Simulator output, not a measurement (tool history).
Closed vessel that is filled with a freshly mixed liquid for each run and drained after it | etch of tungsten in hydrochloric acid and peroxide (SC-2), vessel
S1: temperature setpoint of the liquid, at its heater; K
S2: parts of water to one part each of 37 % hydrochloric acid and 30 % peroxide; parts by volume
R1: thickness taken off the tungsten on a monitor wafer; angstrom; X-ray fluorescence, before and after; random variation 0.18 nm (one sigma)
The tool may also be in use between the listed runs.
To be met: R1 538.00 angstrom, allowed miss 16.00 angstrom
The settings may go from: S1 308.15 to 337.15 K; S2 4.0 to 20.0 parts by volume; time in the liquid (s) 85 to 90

Run 1, hour 0.0: S1 321.15 K, S2 11.0 parts by volume, time in the liquid (s) 85. Result: R1 228.95 angstrom.
Run 2, hour 2.8: S1 322.65 K, S2 11.0 parts by volume, time in the liquid (s) 85. Result: R1 252.58 angstrom.
Run 3, hour 8.6: S1 322.65 K, S2 12.5 parts by volume, time in the liquid (s) 85. Result: R1 226.03 angstrom.
Run 4, hour 12.5: S1 324.15 K, S2 12.5 parts by volume, time in the liquid (s) 85. Result: R1 249.66 angstrom.
Run 5, hour 19.9: S1 324.15 K, S2 9.0 parts by volume, time in the liquid (s) 85. Result: R1 329.19 angstrom.
At hour 26.7: new drum of peroxide connected.
Run 6, hour 26.7: S1 324.15 K, S2 12.0 parts by volume, time in the liquid (s) 85. Result: R1 268.36 angstrom.
Run 7, hour 30.2: S1 325.15 K, S2 12.0 parts by volume, time in the liquid (s) 85. Result: R1 288.84 angstrom.
Run 8, hour 32.6: S1 326.15 K, S2 12.0 parts by volume, time in the liquid (s) 85. Result: R1 305.18 angstrom.
Run 9, hour 34.4: S1 327.15 K, S2 12.0 parts by volume, time in the liquid (s) 85. Result: R1 327.37 angstrom.

Which of these 5 next moves meets every target?
Run A, hour 36.2: S1 316.65 K, S2 12.5 parts by volume, time in the liquid (s) 85. Result: R1 ?.
Run B, hour 36.2: S1 320.15 K, S2 13.0 parts by volume, time in the liquid (s) 85. Result: R1 ?.
Run C, hour 36.2: S1 328.15 K, S2 9.0 parts by volume, time in the liquid (s) 90. Result: R1 ?.
Run D, hour 36.2: S1 319.65 K, S2 14.5 parts by volume, time in the liquid (s) 85. Result: R1 ?.
Run E, hour 36.2: S1 328.65 K, S2 8.0 parts by volume, time in the liquid (s) 90. Result: R1 ?.

move      R1
   A  156.50
   B  192.39
   C  472.03
   D  169.05
   E  536.27
A: further off than the last run
B: further off than the last run
C: nearer than the last run, and not there yet
D: further off than the last run
E: meets every target
Answer: E
